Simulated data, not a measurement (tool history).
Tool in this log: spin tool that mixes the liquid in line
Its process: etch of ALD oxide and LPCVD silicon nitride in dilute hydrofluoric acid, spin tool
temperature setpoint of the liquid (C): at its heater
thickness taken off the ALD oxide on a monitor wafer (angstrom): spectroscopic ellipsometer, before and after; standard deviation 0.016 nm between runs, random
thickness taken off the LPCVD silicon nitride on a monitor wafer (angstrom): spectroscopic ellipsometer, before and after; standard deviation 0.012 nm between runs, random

run  hour  temperature setpoint of the liquid (C)  parts of water to one part of 49 % hydrofluoric acid (parts by volume)  time under the liquid (s)  thickness taken off the ALD oxide on a monitor wafer (angstrom)  thickness taken off the LPCVD silicon nitride on a monitor wafer (angstrom)
  1   0.0                                    21.0                                                                      95                         30                                                           53.063                                                                      1.38650
  2   3.3                                    20.5                                                                     105                         30                                                           46.779                                                                      0.65780
  3   5.9                                    20.5                                                                     105                         45                                                           69.239                                                                      0.30519
  4  13.7                                    20.5                                                                     120                         40                                                           53.149                                                                      1.01680
  5  14.5                                    20.5                                                                     120                         45                                                           60.260                                                                      1.22530
  6  15.1                                    20.5                                                                     105                         45                                                           69.573                                                                      1.64800
  7  16.1                                    17.0                                                                     145                         35                                                           32.544                                                                      0.61664
  8  24.6                                    17.0                                                                     175                         30                                                           22.194                                                                      0.18908
  9  29.5                                    17.0                                                                     170                         25                                                           19.454                                                                      0.32606
 10  34.0                                    17.5                                                                     170                         25                                                           19.376                                                                      0.19370
     37.5  -- hydrofluoric acid flow meter replaced
 11  37.5                                    18.0                                                                     160                         25                                                           24.472                                                                      0.61124

Run 12 is up next; what results do you expect?
 12  39.9                                    17.5                                                                     165                         25                                                                ?                                                                            ?

{"run 12": {"thickness taken off the ALD oxide on a monitor wafer (angstrom)": 23.112, "thickness taken off the LPCVD silicon nitride on a monitor wafer (angstrom)": 0.34159}}

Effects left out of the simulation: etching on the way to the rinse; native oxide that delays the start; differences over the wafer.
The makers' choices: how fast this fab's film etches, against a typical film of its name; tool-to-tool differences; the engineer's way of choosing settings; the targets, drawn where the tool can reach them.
